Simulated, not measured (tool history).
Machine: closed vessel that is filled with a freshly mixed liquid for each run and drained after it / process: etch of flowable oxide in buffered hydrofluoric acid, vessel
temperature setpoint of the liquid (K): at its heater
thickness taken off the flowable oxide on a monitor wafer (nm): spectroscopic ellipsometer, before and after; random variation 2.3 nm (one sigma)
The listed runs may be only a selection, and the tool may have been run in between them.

| run | day | temperature setpoint of the liquid (K) | parts of 40 % ammonium fluoride to one part of 49 % hydrofluoric acid (parts by volume) | time in the liquid (s) | thickness taken off the flowable oxide on a monitor wafer (nm) |
|---|---|---|---|---|---|
| 1 | 0.000 | 296.15 | 14.5 | 100 | 129.93 |
| 2 | 0.267 | 296.15 | 18.5 | 100 | 103.04 |
| 3 | 0.392 | 297.65 | 16.0 | 100 | 130.11 |
| 4 | 0.696 | 299.15 | 14.5 | 100 | 151.19 |
| 5 | 0.908 | 299.15 | 12.0 | 100 | 181.49 |
| 6 | 0.962 | 299.15 | 14.5 | 100 | 151.92 |
| 7 | 1.033 | 300.15 | 13.0 | 100 | 178.07 |
| 8 | 1.317 | 300.15 | 13.0 | 100 | 180.53 |
| 9 | 1.362 | 301.15 | 12.0 | 100 | 205.93 |

Forecast run 10:
| 10 | 1.529 | 301.65 | 11.5 | 100 | ? |

{"run 10": {"thickness taken off the flowable oxide on a monitor wafer (nm)": 218.09}}
